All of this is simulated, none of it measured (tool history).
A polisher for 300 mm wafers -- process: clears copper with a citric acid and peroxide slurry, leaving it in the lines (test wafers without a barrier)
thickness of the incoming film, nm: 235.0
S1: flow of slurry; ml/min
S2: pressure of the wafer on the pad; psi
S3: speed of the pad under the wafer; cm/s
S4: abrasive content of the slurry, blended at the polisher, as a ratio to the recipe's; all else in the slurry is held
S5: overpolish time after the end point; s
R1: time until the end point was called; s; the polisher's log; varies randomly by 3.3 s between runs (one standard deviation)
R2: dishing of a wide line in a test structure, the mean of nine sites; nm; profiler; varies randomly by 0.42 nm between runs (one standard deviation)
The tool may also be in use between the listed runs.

run,hour,S1,S2,S3,S4,S5,R1,R2
1,0,230,2.4,100,1,30,138.91,39.875
2,9,230,2.4,76,1,30,168.66,35.751
3,11.1,230,2.2,72,1,31,184.7,31.385
4,14.3,225,2,68,0.95,34,213.37,31.145
5,18.7,225,2,68,0.85,34,222.11,29.739
6,27.2,225,1.9,66,0.85,36,236.12,28.898
7,32.4,225,1.8,64,0.85,38,248.23,29.44
8,36,225,1.7,62,0.85,39,269.89,27.914

Expected results for the next run?
9,40.2,225,1.6,62,0.85,40,?,?

{"run 9": {"R1": 289.32, "R2": 27.423}}

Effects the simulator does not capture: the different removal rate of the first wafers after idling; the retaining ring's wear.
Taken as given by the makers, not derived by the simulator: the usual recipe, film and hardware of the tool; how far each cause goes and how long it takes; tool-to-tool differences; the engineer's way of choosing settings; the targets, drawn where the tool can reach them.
